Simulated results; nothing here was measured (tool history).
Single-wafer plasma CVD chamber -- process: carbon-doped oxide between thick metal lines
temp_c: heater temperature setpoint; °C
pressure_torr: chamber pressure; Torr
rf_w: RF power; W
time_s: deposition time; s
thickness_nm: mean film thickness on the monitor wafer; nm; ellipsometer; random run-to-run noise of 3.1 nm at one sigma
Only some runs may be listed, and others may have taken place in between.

{"run": 1, "hour": 0.0, "temp_c": 325, "pressure_torr": 5.65, "rf_w": 470, "time_s": 94, "thickness_nm": 482.94}
{"run": 2, "hour": 4.9, "temp_c": 325, "pressure_torr": 6.66, "rf_w": 470, "time_s": 94, "thickness_nm": 496.98}
{"run": 3, "hour": 7.8, "temp_c": 325, "pressure_torr": 6.32, "rf_w": 470, "time_s": 94, "thickness_nm": 490.46}
{"run": 4, "hour": 16.7, "temp_c": 316, "pressure_torr": 6.32, "rf_w": 470, "time_s": 94, "thickness_nm": 504.55}
{"run": 5, "hour": 23.0, "temp_c": 309, "pressure_torr": 6.32, "rf_w": 470, "time_s": 94, "thickness_nm": 515.85}
{"run": 6, "hour": 25.5, "temp_c": 309, "pressure_torr": 6.32, "rf_w": 440, "time_s": 94, "thickness_nm": 492.13}
{"run": 7, "hour": 34.0, "temp_c": 308, "pressure_torr": 6.41, "rf_w": 445, "time_s": 94, "thickness_nm": 500.0}
{"run": 8, "hour": 43.0, "temp_c": 307, "pressure_torr": 6.5, "rf_w": 450, "time_s": 94, "thickness_nm": 503.59}
{"run": 9, "hour": 49.0, "temp_c": 307, "pressure_torr": 6.55, "rf_w": 455, "time_s": 94, "thickness_nm": 506.33}
{"run": 10, "hour": 55.4, "temp_c": 302, "pressure_torr": 7.1, "rf_w": 515, "time_s": 94, "thickness_nm": 567.61}

Run 11 has not been measured yet. What should we expect?
{"run": 11, "hour": 57.8, "temp_c": 302, "pressure_torr": 7.07, "rf_w": 515, "time_s": 94, "thickness_nm": "?"}

Run 11 gave thickness_nm 568.72 nm.

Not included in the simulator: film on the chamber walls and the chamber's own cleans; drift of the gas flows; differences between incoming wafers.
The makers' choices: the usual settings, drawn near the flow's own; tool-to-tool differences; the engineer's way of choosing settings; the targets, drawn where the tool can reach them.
